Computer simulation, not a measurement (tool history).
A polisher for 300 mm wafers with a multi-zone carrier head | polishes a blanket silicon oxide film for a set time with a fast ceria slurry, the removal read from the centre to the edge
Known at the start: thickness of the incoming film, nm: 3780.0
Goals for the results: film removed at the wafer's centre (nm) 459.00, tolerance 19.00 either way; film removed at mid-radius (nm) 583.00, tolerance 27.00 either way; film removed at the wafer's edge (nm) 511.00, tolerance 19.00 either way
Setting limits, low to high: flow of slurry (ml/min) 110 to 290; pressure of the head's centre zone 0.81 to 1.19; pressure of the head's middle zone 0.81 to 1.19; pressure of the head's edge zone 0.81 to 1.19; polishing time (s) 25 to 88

run,hour,flow of slurry (ml/min),pressure of the head's centre zone,pressure of the head's middle zone,pressure of the head's edge zone,polishing time (s),film removed at the wafer's centre (nm),film removed at mid-radius (nm),film removed at the wafer's edge (nm)
1,0.0,185,1.00,1.00,1.00,56,554.43,545.32,573.46
2,7.8,185,1.00,1.00,1.04,56,550.16,556.98,578.95
3,12.8,185,1.00,1.00,1.04,67,666.63,647.53,690.39
4,17.6,185,1.00,1.00,0.98,67,676.01,673.00,675.09
5,25.6,180,0.97,1.02,0.95,64,600.08,649.57,624.32
6,34.2,175,0.95,1.02,0.93,62,582.24,619.50,601.12
7,35.3,170,0.85,1.12,0.93,50,402.19,525.58,486.41
8,42.0,180,0.87,1.13,0.93,50,419.14,547.15,485.66
9,46.0,190,0.88,1.13,0.94,50,428.93,551.47,479.54

4 next moves are on the table. One of them brings every result within its allowed miss. Which?
A,50.0,125,0.95,1.04,0.99,53,?,?,?
B,50.0,200,0.91,1.17,0.99,51,?,?,?
C,50.0,195,1.04,1.07,0.90,46,?,?,?
D,50.0,175,0.89,1.18,0.88,48,?,?,?

move,film removed at the wafer's centre (nm),film removed at mid-radius (nm),film removed at the wafer's edge (nm)
A,448.20,486.49,499.55
B,461.88,571.69,515.19
C,474.15,475.38,443.61
D,414.49,530.01,451.26
A: corrects the largest miss of the last run, while another result sits out of spec
B: each result inside its tolerance
C: the biggest miss grows against the last run
D: the biggest miss grows against the last run
Move B is the one to make.

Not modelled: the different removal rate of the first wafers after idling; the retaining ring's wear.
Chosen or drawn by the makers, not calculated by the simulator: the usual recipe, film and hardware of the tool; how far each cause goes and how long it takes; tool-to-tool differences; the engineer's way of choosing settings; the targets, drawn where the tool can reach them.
